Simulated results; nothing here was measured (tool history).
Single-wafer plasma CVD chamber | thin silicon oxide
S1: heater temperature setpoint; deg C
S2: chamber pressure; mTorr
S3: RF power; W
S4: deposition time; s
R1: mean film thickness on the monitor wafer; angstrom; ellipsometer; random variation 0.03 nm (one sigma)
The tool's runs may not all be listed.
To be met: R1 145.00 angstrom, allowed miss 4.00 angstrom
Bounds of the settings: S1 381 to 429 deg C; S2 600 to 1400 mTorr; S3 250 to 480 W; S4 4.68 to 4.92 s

run,hour,S1,S2,S3,S4,R1
1,0.0,405,1000,365,4.92,126.83
2,5.2,405,1030,365,4.92,129.69
3,9.1,397,1030,365,4.92,130.63
4,14.7,397,950,365,4.92,121.61
5,15.6,397,990,365,4.92,126.61
# hour 16.4: thermocouple changed; heater temperature recalibrated
6,16.4,397,990,365,4.92,126.63
7,21.8,397,1020,365,4.92,130.07
8,29.2,397,1040,365,4.92,131.55
9,31.2,397,1060,365,4.92,133.88
10,32.2,397,1080,365,4.92,135.85
11,41.2,397,1100,365,4.92,138.18
12,47.2,397,1110,365,4.92,139.41
13,47.9,397,1120,365,4.92,140.22
14,55.3,397,1130,365,4.92,140.87

5 next moves are on the table. One of them brings every result within its allowed miss. Which?
A,62.7,399,1090,390,4.81,?
B,62.7,394,1190,335,4.79,?
C,62.7,390,1230,380,4.72,?
D,62.7,400,1130,340,4.92,?
E,62.7,402,1070,370,4.92,?

move,R1
A,136.80
B,137.40
C,144.64
D,136.61
E,135.01
A: further off than the last run
B: further off than the last run
C: meets every target
D: further off than the last run
E: further off than the last run
Answer: C
